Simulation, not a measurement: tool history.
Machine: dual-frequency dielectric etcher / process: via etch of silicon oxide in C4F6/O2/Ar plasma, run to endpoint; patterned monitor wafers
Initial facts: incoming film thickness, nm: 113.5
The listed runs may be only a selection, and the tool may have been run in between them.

run 1 hour=0.0 | bias_power_(kW)=0.531 source_power_(kW)=0.320 Ar_flow_(sccm)=340 | endpoint_time_(s)=26.136
run 2 hour=6.8 | bias_power_(kW)=0.531 source_power_(kW)=0.320 Ar_flow_(sccm)=288 | endpoint_time_(s)=25.504
run 3 hour=8.8 | bias_power_(kW)=0.531 source_power_(kW)=0.340 Ar_flow_(sccm)=288 | endpoint_time_(s)=24.757
run 4 hour=16.4 | bias_power_(kW)=0.531 source_power_(kW)=0.290 Ar_flow_(sccm)=288 | endpoint_time_(s)=26.308
run 5 hour=20.0 | bias_power_(kW)=0.531 source_power_(kW)=0.290 Ar_flow_(sccm)=333 | endpoint_time_(s)=27.334
run 6 hour=25.5 | bias_power_(kW)=0.531 source_power_(kW)=0.290 Ar_flow_(sccm)=298 | endpoint_time_(s)=26.594
run 7 hour=27.4 | bias_power_(kW)=0.495 source_power_(kW)=0.280 Ar_flow_(sccm)=300 | endpoint_time_(s)=27.641

Run 8 has not been measured yet. What should we expect?
run 8 hour=34.4 | bias_power_(kW)=0.495 source_power_(kW)=0.280 Ar_flow_(sccm)=300 | endpoint_time_(s)=?

{"run 8": {"endpoint time (s)": 27.796}}
